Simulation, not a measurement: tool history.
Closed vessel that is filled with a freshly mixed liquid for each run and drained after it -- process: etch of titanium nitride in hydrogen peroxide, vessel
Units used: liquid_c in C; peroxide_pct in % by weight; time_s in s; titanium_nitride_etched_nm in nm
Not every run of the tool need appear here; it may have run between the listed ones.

run	day	liquid_c	peroxide_pct	time_s	titanium_nitride_etched_nm
1	0.000	49.0	16.5	120	7.2247
2	0.367	48.5	16.5	120	7.0504
3	0.400	48.5	16.5	120	7.0346
4	0.588	51.0	16.5	120	8.3377
5	0.817	51.0	17.5	120	8.4273
6	0.862	51.0	17.5	95	6.7125
7	1.158	50.5	17.5	95	6.4273

Forecast run 8:
8	1.283	50.0	17.5	95	?

titanium_nitride_etched_nm: 6.1565 nm

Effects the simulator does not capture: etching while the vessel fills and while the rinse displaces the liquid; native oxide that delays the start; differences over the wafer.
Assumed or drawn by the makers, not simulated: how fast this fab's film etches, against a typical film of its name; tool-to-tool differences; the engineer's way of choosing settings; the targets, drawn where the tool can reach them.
